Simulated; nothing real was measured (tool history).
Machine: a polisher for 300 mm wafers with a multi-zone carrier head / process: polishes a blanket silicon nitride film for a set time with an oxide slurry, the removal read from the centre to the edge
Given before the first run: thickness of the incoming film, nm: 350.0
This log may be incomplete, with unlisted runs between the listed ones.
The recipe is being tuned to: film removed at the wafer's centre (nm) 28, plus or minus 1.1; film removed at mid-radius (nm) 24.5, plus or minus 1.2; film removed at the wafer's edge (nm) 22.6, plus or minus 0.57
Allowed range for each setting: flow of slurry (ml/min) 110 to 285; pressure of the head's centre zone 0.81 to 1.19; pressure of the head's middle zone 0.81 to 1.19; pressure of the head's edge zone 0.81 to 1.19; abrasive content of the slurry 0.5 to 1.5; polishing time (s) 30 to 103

run  hour  flow of slurry (ml/min)  pressure of the head's centre zone  pressure of the head's middle zone  pressure of the head's edge zone  abrasive content of the slurry  polishing time (s)  film removed at the wafer's centre (nm)  film removed at mid-radius (nm)  film removed at the wafer's edge (nm)
  1     0                      180                                   1                                   1                                 1                               1                  66                                   33.757                           34.881                                 33.435
  2     9                      180                                1.03                                0.99                              0.96                            0.85                  65                                   31.146                           31.382                                 29.456
  3  16.7                      180                                1.03                                0.99                              0.96                             0.7                  65                                   26.759                           26.654                                 26.125
  4  20.6                      170                                1.06                                0.98                              0.92                             0.7                  65                                   27.685                           26.966                                 25.428
  5  25.7                      170                                 1.1                                0.98                              0.92                             0.7                  65                                   28.267                           25.801                                  25.07
  6  28.2                      170                                 1.1                                0.94                              0.92                             0.7                  65                                   29.065                           25.058                                 25.678
  7  29.5                      160                                1.12                                0.95                               0.9                             0.7                  65                                   29.855                           25.742                                 24.955
  8  32.1                      155                                1.12                                0.95                              0.89                             0.7                  65                                   28.601                           25.824                                 25.043

Pick the move, out of 5, that brings all results within their allowed miss; only one does.
  A  34.7                      135                                1.19                                1.14                              0.81                             0.6                  68                                        ?                                ?                                      ?
  B  34.7                      110                                1.01                                0.88                              0.96                            0.75                  74                                        ?                                ?                                      ?
  C  34.7                      150                                1.13                                1.12                              0.81                             0.8                  57                                        ?                                ?                                      ?
  D  34.7                      110                                1.02                                0.91                              0.98                            0.75                  73                                        ?                                ?                                      ?
  E  34.7                      240                                1.16                                0.98                              0.88                             0.6                  65                                        ?                                ?                                      ?

move  film removed at the wafer's centre (nm)  film removed at mid-radius (nm)  film removed at the wafer's edge (nm)
   A                                   27.672                           26.507                                 21.421
   B                                   29.399                           26.745                                 29.385
   C                                   27.808                           27.561                                 22.522
   D                                   29.288                           27.125                                 29.262
   E                                   27.892                           23.912                                 22.425
A: pushes the last run's worst result past its target
B: the biggest miss grows against the last run
C: the furthest-off result lands on target, but another misses its tolerance
D: the biggest miss grows against the last run
E: in spec on every target
E meets every target.

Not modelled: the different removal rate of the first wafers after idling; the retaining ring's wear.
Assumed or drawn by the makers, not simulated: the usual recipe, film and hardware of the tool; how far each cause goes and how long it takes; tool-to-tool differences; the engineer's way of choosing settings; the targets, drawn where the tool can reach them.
